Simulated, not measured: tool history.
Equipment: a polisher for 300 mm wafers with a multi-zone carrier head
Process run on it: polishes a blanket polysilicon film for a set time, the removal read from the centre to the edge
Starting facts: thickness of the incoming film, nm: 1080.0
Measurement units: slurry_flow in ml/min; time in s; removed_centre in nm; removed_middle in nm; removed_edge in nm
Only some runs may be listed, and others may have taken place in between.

run 1 hour=0.0 | slurry_flow=140 centre_zone=1.00 middle_zone=1.00 edge_zone=1.00 time=40 | removed_centre=165.48 removed_middle=166.38 removed_edge=172.97
run 2 hour=7.8 | slurry_flow=115 centre_zone=1.00 middle_zone=1.00 edge_zone=1.00 time=40 | removed_centre=161.19 removed_middle=159.33 removed_edge=164.22
run 3 hour=16.3 | slurry_flow=115 centre_zone=1.00 middle_zone=0.95 edge_zone=1.00 time=40 | removed_centre=158.46 removed_middle=151.81 removed_edge=168.84
run 4 hour=25.0 | slurry_flow=130 centre_zone=1.02 middle_zone=0.96 edge_zone=1.03 time=41 | removed_centre=173.19 removed_middle=161.66 removed_edge=180.43
run 5 hour=33.4 | slurry_flow=130 centre_zone=0.94 middle_zone=0.96 edge_zone=1.03 time=41 | removed_centre=157.20 removed_middle=160.95 removed_edge=175.06
run 6 hour=41.4 | slurry_flow=130 centre_zone=0.94 middle_zone=0.96 edge_zone=0.95 time=41 | removed_centre=156.26 removed_middle=161.55 removed_edge=170.34
run 7 hour=42.6 | slurry_flow=130 centre_zone=0.94 middle_zone=0.96 edge_zone=0.95 time=41 | removed_centre=156.75 removed_middle=163.25 removed_edge=171.57

Run 8 has not been measured yet. What should we expect?
run 8 hour=47.3 | slurry_flow=145 centre_zone=0.96 middle_zone=0.97 edge_zone=0.97 time=42 | removed_centre=? removed_middle=? removed_edge=?

removed_centre: 167.92 nm
removed_middle: 171.40 nm
removed_edge: 183.15 nm
